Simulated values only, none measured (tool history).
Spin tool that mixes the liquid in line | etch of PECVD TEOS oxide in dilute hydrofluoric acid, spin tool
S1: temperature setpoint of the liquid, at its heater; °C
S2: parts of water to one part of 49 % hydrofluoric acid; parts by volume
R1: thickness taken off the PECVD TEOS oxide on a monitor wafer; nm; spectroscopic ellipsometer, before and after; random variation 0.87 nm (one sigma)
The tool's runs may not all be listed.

run 1 hour=0 | S1=26 S2=115 time_under_the_liquid_(s)=240 | R1=70.683
run 2 hour=5.1 | S1=26 S2=115 time_under_the_liquid_(s)=260 | R1=77.555
run 3 hour=7.6 | S1=27.5 S2=115 time_under_the_liquid_(s)=260 | R1=81.018
run 4 hour=13.2 | S1=27.5 S2=115 time_under_the_liquid_(s)=260 | R1=81.65
run 5 hour=19.9 | S1=29 S2=115 time_under_the_liquid_(s)=260 | R1=84.452
run 6 hour=26.2 | S1=29.5 S2=115 time_under_the_liquid_(s)=260 | R1=88.817

Forecast run 7:
run 7 hour=27.5 | S1=30 S2=115 time_under_the_liquid_(s)=260 | R1=?

R1: 89.557 nm

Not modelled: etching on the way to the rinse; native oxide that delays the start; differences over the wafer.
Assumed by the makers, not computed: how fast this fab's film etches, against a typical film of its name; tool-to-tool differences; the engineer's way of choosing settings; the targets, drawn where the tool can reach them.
